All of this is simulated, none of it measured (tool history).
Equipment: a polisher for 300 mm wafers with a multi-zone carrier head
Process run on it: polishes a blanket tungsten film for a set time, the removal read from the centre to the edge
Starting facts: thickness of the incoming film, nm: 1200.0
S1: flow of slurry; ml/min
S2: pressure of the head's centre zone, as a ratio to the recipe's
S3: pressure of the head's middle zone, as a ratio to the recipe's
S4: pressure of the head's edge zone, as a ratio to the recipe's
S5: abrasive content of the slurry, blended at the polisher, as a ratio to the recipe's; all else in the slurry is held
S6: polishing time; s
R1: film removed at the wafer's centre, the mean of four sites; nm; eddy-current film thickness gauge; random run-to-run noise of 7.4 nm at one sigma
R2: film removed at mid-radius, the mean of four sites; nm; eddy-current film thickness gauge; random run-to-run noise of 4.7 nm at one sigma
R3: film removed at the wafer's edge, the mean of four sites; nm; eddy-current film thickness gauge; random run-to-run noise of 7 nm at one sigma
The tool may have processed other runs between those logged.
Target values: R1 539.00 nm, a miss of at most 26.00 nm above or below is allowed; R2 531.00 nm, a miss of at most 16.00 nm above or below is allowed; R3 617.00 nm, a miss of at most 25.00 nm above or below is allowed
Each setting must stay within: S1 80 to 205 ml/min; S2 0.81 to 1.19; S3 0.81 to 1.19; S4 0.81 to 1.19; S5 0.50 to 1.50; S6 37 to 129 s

run	hour	S1	S2	S3	S4	S5	S6	R1	R2	R3
1	0.0	135	1.00	1.00	1.00	1.00	83	411.12	422.58	435.14
2	8.5	135	1.00	1.07	1.00	1.00	83	413.47	451.02	439.27
3	17.2	135	1.00	1.07	1.00	1.15	83	423.32	464.93	454.83
4	24.9	135	1.00	1.07	1.00	1.15	63	321.42	350.64	344.72
5	33.2	135	1.00	1.07	1.00	1.35	63	335.93	362.71	351.96
6	42.0	135	0.95	1.07	1.00	1.35	63	316.61	358.66	344.25
7	43.1	125	1.03	0.97	1.10	1.50	86	467.46	448.99	519.84
8	47.5	140	1.03	0.98	1.13	1.50	88	489.60	480.68	527.37
9	55.3	130	1.03	0.98	1.13	1.50	92	497.14	495.19	557.52
10	56.9	130	1.03	0.97	1.14	1.50	95	520.31	507.49	577.70
11	58.1	130	1.03	0.97	1.15	1.50	97	546.54	515.17	584.77

Below are 5 possible settings for the next run. Only one of them brings all results inside the allowed miss of their targets. Which is it?
A	59.3	105	1.16	0.98	1.17	1.25	98	?	?	?
B	59.3	170	1.08	1.00	1.18	1.40	91	?	?	?
C	59.3	100	1.03	0.97	1.18	1.20	108	?	?	?
D	59.3	85	1.08	0.90	1.14	1.40	102	?	?	?
E	59.3	170	1.09	1.07	1.15	1.35	90	?	?	?

move	R1	R2	R3
A	567.18	496.26	567.49
B	545.47	516.72	570.55
C	544.88	533.77	619.70
D	538.40	474.47	581.94
E	540.78	537.27	552.18
A: further off than the last run
B: further off than the last run
C: every result lands within tolerance
D: further off than the last run
E: further off than the last run
The move that meets every target is C.
